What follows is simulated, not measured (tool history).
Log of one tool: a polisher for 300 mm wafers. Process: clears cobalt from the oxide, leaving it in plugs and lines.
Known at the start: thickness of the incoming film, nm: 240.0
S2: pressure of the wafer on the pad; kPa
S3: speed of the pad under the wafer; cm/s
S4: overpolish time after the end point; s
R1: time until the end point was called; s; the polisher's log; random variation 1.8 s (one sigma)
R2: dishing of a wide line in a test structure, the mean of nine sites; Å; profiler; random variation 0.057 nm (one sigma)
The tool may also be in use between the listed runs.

run 1 hour=0.0 | flow_of_slurry_(ml/min)=295 S2=9.0 S3=126 S4=15 | R1=62.364 R2=323.460
run 2 hour=3.1 | flow_of_slurry_(ml/min)=270 S2=8.3 S3=112 S4=13 | R1=75.028 R2=265.430
run 3 hour=7.8 | flow_of_slurry_(ml/min)=270 S2=8.3 S3=112 S4=16 | R1=75.910 R2=298.780
run 4 hour=11.1 | flow_of_slurry_(ml/min)=270 S2=7.6 S3=112 S4=16 | R1=80.796 R2=292.490
run 5 hour=15.8 | flow_of_slurry_(ml/min)=270 S2=9.7 S3=112 S4=16 | R1=65.240 R2=336.890
run 6 hour=21.6 | flow_of_slurry_(ml/min)=290 S2=8.3 S3=100 S4=13 | R1=82.192 R2=244.950
run 7 hour=28.1 | flow_of_slurry_(ml/min)=325 S2=7.6 S3=90 S4=11 | R1=99.125 R2=191.840
run 8 hour=29.2 | flow_of_slurry_(ml/min)=355 S2=6.9 S3=82 S4=10 | R1=117.890 R2=156.870
run 9 hour=30.6 | flow_of_slurry_(ml/min)=380 S2=6.2 S3=76 S4=9 | R1=139.670 R2=123.620

The next listed run, before its measurement:
run 10 hour=39.0 | flow_of_slurry_(ml/min)=400 S2=5.5 S3=76 S4=8 | R1=? R2=?

{"run 10": {"R1": 155.28, "R2": 99.049}}
